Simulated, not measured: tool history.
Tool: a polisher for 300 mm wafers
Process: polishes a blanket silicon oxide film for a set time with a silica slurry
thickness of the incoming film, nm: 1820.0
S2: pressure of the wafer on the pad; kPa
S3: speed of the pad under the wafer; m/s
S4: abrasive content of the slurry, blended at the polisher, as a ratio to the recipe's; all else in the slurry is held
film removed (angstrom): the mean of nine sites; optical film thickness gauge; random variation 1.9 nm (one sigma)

run 1 hour=0 | flow_of_slurry_(ml/min)=255 S2=27.6 S3=1.18 S4=1 polishing_time_(s)=52 | film_removed_(angstrom)=1629.1
run 2 hour=2.6 | flow_of_slurry_(ml/min)=255 S2=27.6 S3=1.18 S4=1 polishing_time_(s)=52 | film_removed_(angstrom)=1611
run 3 hour=8.4 | flow_of_slurry_(ml/min)=300 S2=27.6 S3=1.18 S4=1 polishing_time_(s)=52 | film_removed_(angstrom)=1655
run 4 hour=16.5 | flow_of_slurry_(ml/min)=300 S2=27.6 S3=1.18 S4=1.1 polishing_time_(s)=52 | film_removed_(angstrom)=1718.5
run 5 hour=21.1 | flow_of_slurry_(ml/min)=300 S2=29 S3=1.18 S4=1.1 polishing_time_(s)=52 | film_removed_(angstrom)=1792.5
run 6 hour=26.3 | flow_of_slurry_(ml/min)=300 S2=29 S3=1.34 S4=1.1 polishing_time_(s)=52 | film_removed_(angstrom)=1928.9
run 7 hour=31.5 | flow_of_slurry_(ml/min)=300 S2=29.6 S3=1.34 S4=1.1 polishing_time_(s)=52 | film_removed_(angstrom)=1974.2
run 8 hour=35.6 | flow_of_slurry_(ml/min)=300 S2=30.3 S3=1.34 S4=1.1 polishing_time_(s)=52 | film_removed_(angstrom)=2058.5

Forecast run 9:
run 9 hour=40.3 | flow_of_slurry_(ml/min)=300 S2=31 S3=1.34 S4=1.1 polishing_time_(s)=52 | film_removed_(angstrom)=?

{"run 9": {"film removed (angstrom)": 2088.6}}
